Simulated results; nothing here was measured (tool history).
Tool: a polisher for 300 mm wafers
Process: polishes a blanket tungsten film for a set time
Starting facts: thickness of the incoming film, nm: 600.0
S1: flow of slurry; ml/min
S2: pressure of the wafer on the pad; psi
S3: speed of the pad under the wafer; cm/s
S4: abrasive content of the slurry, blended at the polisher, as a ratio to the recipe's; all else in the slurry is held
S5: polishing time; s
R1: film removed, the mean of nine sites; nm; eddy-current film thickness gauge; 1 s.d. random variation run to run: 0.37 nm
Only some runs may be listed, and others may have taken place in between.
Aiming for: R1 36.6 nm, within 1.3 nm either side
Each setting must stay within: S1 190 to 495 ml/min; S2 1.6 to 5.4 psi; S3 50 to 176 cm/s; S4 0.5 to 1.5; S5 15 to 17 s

| run | day | S1 | S2 | S3 | S4 | S5 | R1 |
|---|---|---|---|---|---|---|---|
| 1 | 0 | 320 | 3.5 | 112 | 1 | 17 | 99.259 |
| 2 | 0.096 | 320 | 3.3 | 106 | 1 | 17 | 86.881 |
| 3 | 0.196 | 320 | 3.3 | 106 | 0.85 | 17 | 83.954 |
| 4 | 0.221 | 320 | 3.1 | 102 | 0.85 | 17 | 77.131 |
| 5 | 0.375 | 255 | 3.1 | 102 | 0.85 | 17 | 73.714 |
| 6 | 0.579 | 255 | 3.1 | 102 | 0.95 | 17 | 75.9 |
| 7 | 0.604 | 255 | 2.9 | 100 | 0.95 | 17 | 72.178 |
| 8 | 0.633 | 255 | 2.9 | 100 | 0.95 | 17 | 69.458 |
| 9 | 0.825 | 255 | 2.8 | 98 | 0.95 | 17 | 67.483 |
| 10 | 1.012 | 255 | 2.7 | 96 | 0.95 | 17 | 64.344 |
| 11 | 1.338 | 255 | 2.6 | 94 | 0.95 | 17 | 59.789 |
| 12 | 1.492 | 255 | 1.6 | 72 | 0.95 | 17 | 29.305 |
| 13 | 1.533 | 255 | 1.7 | 72 | 0.95 | 17 | 30.733 |

Exercise: of the 4 proposed moves below, exactly one satisfies all targets within the stated allowed misses. Which move is it?
| A | 1.575 | 250 | 2.2 | 72 | 0.95 | 17 | ? |
| B | 1.575 | 190 | 2 | 74 | 1.1 | 17 | ? |
| C | 1.575 | 240 | 2.4 | 76 | 0.85 | 15 | ? |
| D | 1.575 | 240 | 1.6 | 70 | 0.75 | 15 | ? |

| move | R1 |
|---|---|
| A | 39.771 |
| B | 36.894 |
| C | 39.057 |
| D | 23.995 |
A: takes the biggest miss from the last run beyond its target
B: all results land within tolerance of their targets
C: takes the biggest miss from the last run beyond its target
D: its largest miss is bigger than the last run's
Correct choice: B, which meets every target
